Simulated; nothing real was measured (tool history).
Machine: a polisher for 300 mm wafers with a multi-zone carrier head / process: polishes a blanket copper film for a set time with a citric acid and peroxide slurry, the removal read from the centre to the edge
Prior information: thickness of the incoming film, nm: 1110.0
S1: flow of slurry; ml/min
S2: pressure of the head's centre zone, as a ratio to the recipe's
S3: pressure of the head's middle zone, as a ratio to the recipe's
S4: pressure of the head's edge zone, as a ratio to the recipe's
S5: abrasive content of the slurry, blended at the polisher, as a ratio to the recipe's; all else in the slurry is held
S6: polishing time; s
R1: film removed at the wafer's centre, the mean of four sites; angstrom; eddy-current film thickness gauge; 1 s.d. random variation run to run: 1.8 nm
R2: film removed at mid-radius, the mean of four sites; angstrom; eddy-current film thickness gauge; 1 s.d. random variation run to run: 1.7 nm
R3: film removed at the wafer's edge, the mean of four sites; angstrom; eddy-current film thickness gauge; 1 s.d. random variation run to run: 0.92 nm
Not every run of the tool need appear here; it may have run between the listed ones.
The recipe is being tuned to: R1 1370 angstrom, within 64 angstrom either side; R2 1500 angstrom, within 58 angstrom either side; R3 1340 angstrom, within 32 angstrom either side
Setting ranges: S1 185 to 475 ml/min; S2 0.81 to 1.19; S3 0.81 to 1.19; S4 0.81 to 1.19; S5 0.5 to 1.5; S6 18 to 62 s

{"run": 1, "hour": 0.0, "S1": 305, "S2": 1, "S3": 1, "S4": 1, "S5": 1, "S6": 40, "R1": 1176.4, "R2": 1205.1, "R3": 1190.8}
{"run": 2, "hour": 3.8, "S1": 370, "S2": 1, "S3": 1, "S4": 1, "S5": 1, "S6": 40, "R1": 1228.1, "R2": 1269.8, "R3": 1194.2}
{"run": 3, "hour": 8.6, "S1": 375, "S2": 1, "S3": 1.01, "S4": 1.02, "S5": 1.05, "S6": 40, "R1": 1214.3, "R2": 1283.6, "R3": 1218.2}
{"run": 4, "hour": 16.9, "S1": 375, "S2": 1, "S3": 1.04, "S4": 1.02, "S5": 1.05, "S6": 40, "R1": 1235.4, "R2": 1271.3, "R3": 1220.6}
{"run": 5, "hour": 25.7, "S1": 385, "S2": 0.99, "S3": 1.04, "S4": 1.01, "S5": 1.1, "S6": 40, "R1": 1223.8, "R2": 1325.6, "R3": 1248.9}
{"run": 6, "hour": 28.7, "S1": 385, "S2": 0.99, "S3": 1.11, "S4": 1.01, "S5": 1.1, "S6": 40, "R1": 1194.3, "R2": 1399.1, "R3": 1233.9}
{"run": 7, "hour": 35.7, "S1": 390, "S2": 1, "S3": 1.11, "S4": 1.02, "S5": 1.15, "S6": 40, "R1": 1279, "R2": 1402.8, "R3": 1260.7}
{"run": 8, "hour": 39.7, "S1": 395, "S2": 1, "S3": 1.12, "S4": 1.03, "S5": 1.15, "S6": 40, "R1": 1267.3, "R2": 1445.1, "R3": 1277}
{"run": 9, "hour": 44.1, "S1": 400, "S2": 1.01, "S3": 1.12, "S4": 1.04, "S5": 1.15, "S6": 40, "R1": 1252.2, "R2": 1433, "R3": 1261.4}
{"run": 10, "hour": 48.0, "S1": 395, "S2": 1.06, "S3": 1.11, "S4": 1.07, "S5": 1.4, "S6": 41, "R1": 1457.3, "R2": 1519, "R3": 1406.5}
{"run": 11, "hour": 53.9, "S1": 390, "S2": 1.05, "S3": 1.11, "S4": 1.06, "S5": 1.4, "S6": 41, "R1": 1450.6, "R2": 1561.4, "R3": 1411.9}
{"run": 12, "hour": 61.7, "S1": 390, "S2": 1.05, "S3": 1.11, "S4": 1.05, "S5": 1.4, "S6": 41, "R1": 1426, "R2": 1550.9, "R3": 1394.5}
{"run": 13, "hour": 70.4, "S1": 390, "S2": 1.05, "S3": 1.11, "S4": 1.04, "S5": 1.4, "S6": 41, "R1": 1446.7, "R2": 1551.8, "R3": 1396.4}
{"run": 14, "hour": 77.6, "S1": 390, "S2": 1.05, "S3": 1.11, "S4": 1.03, "S5": 1.4, "S6": 41, "R1": 1441.9, "R2": 1528, "R3": 1379.7}

Pick the move, out of 5, that brings all results within their allowed miss; only one does.
{"run": "A", "hour": 84.8, "S1": 370, "S2": 1, "S3": 1.05, "S4": 0.94, "S5": 1.4, "S6": 42, "R1": "?", "R2": "?", "R3": "?"}
{"run": "B", "hour": 84.8, "S1": 360, "S2": 0.94, "S3": 1.06, "S4": 0.95, "S5": 1.3, "S6": 40, "R1": "?", "R2": "?", "R3": "?"}
{"run": "C", "hour": 84.8, "S1": 340, "S2": 0.96, "S3": 1.1, "S4": 1.04, "S5": 1.45, "S6": 43, "R1": "?", "R2": "?", "R3": "?"}
{"run": "D", "hour": 84.8, "S1": 380, "S2": 0.98, "S3": 1.07, "S4": 1.04, "S5": 1.4, "S6": 38, "R1": "?", "R2": "?", "R3": "?"}
{"run": "E", "hour": 84.8, "S1": 460, "S2": 0.97, "S3": 1.02, "S4": 1.07, "S5": 1.4, "S6": 42, "R1": "?", "R2": "?", "R3": "?"}

move=A R1=1388.4 R2=1535.4 R3=1353.1
move=B R1=1212.7 R2=1439.6 R3=1264.7
move=C R1=1370 R2=1643.2 R3=1461
move=D R1=1233.4 R2=1414.2 R3=1285.9
move=E R1=1366.5 R2=1518.8 R3=1455.5
A: in spec on every target
B: takes the result that was furthest off past its target
C: moves away from the targets compared with the last run
D: takes the result that was furthest off past its target
E: moves away from the targets compared with the last run
Correct choice: A, which meets every target
